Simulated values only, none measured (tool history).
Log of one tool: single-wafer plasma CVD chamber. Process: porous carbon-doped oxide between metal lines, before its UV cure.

run	hour	heater temperature setpoint (K)	RF power (W)	deposition time (s)	mean film thickness on the monitor wafer (nm)
1	0	583.15	655	29	171.81
2	3.7	583.15	715	29	178.78
3	9.9	583.15	675	29	173.9
4	12.6	580.15	680	29	178.61
5	17.3	580.15	650	29	174.67
6	20.1	578.15	655	29	175.21
7	26.8	575.15	660	29	180.34
8	31	574.15	660	29	180.76

Forecast run 9:
9	33	573.15	660	29	?

mean film thickness on the monitor wafer (nm): 181.57
